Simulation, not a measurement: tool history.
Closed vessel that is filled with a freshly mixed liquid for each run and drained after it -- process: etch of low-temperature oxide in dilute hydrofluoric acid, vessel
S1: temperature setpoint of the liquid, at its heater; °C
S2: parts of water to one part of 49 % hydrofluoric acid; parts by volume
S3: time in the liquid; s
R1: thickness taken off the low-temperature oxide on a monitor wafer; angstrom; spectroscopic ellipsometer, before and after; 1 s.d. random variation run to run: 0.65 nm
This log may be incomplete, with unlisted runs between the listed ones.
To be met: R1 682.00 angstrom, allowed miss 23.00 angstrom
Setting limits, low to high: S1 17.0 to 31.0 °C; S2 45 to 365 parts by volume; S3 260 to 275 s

run	hour	S1	S2	S3	R1
1	0.0	23.0	205	260	384.18
2	5.0	20.5	205	260	344.33
3	10.2	20.5	205	260	344.21
4	17.9	20.5	205	260	345.14
5	21.5	23.0	195	260	410.34
6	23.8	25.0	190	260	451.78
7	25.7	29.0	145	260	717.30
8	27.3	28.5	145	260	724.02

Exactly one of the 4 candidate moves below puts every result within its allowed miss. Which one?
A	28.9	26.0	135	270	?
B	28.9	25.5	145	260	?
C	28.9	26.0	150	260	?
D	28.9	23.5	135	275	?

move	R1
A	739.23
B	642.54
C	629.15
D	684.09
A: further off than the last run
B: pushes the last run's worst result past its target
C: pushes the last run's worst result past its target
D: hits every target within its allowed miss
Move D is the one to make.

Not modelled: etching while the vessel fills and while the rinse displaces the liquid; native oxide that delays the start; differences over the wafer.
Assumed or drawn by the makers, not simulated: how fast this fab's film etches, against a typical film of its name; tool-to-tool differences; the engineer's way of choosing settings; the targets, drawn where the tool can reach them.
